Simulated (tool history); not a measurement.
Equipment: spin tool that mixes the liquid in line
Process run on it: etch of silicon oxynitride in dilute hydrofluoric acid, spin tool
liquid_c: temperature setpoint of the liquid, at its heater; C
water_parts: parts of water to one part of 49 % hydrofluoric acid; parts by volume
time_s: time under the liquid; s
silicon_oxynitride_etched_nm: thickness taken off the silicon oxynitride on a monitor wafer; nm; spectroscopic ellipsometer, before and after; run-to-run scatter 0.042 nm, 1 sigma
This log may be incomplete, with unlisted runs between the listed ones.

{"run": 1, "hour": 0.0, "liquid_c": 24.0, "water_parts": 210, "time_s": 290, "silicon_oxynitride_etched_nm": 2.946}
{"run": 2, "hour": 8.7, "liquid_c": 24.0, "water_parts": 150, "time_s": 290, "silicon_oxynitride_etched_nm": 4.5014}
{"run": 3, "hour": 9.8, "liquid_c": 24.0, "water_parts": 150, "time_s": 310, "silicon_oxynitride_etched_nm": 4.6758}
{"run": 4, "hour": 10.4, "liquid_c": 23.0, "water_parts": 170, "time_s": 310, "silicon_oxynitride_etched_nm": 3.9046}
{"run": 5, "hour": 17.7, "liquid_c": 23.0, "water_parts": 170, "time_s": 290, "silicon_oxynitride_etched_nm": 3.5789}
{"run": 6, "hour": 22.8, "liquid_c": 24.5, "water_parts": 170, "time_s": 290, "silicon_oxynitride_etched_nm": 3.8027}
{"run": 7, "hour": 23.5, "liquid_c": 23.5, "water_parts": 185, "time_s": 290, "silicon_oxynitride_etched_nm": 3.3821}
{"run": 8, "hour": 26.5, "liquid_c": 22.5, "water_parts": 195, "time_s": 290, "silicon_oxynitride_etched_nm": 3.0766}
{"run": 9, "hour": 31.3, "liquid_c": 22.0, "water_parts": 205, "time_s": 290, "silicon_oxynitride_etched_nm": 2.836}
{"run": 10, "hour": 38.8, "liquid_c": 21.5, "water_parts": 210, "time_s": 290, "silicon_oxynitride_etched_nm": 2.6172}
{"run": 11, "hour": 46.3, "liquid_c": 21.0, "water_parts": 215, "time_s": 290, "silicon_oxynitride_etched_nm": 2.5324}
{"run": 12, "hour": 49.0, "liquid_c": 20.5, "water_parts": 220, "time_s": 290, "silicon_oxynitride_etched_nm": 2.3234}

For run 13, what comes out?
{"run": 13, "hour": 54.3, "liquid_c": 20.0, "water_parts": 220, "time_s": 290, "silicon_oxynitride_etched_nm": "?"}

{"run 13": {"silicon_oxynitride_etched_nm": 2.2864}}

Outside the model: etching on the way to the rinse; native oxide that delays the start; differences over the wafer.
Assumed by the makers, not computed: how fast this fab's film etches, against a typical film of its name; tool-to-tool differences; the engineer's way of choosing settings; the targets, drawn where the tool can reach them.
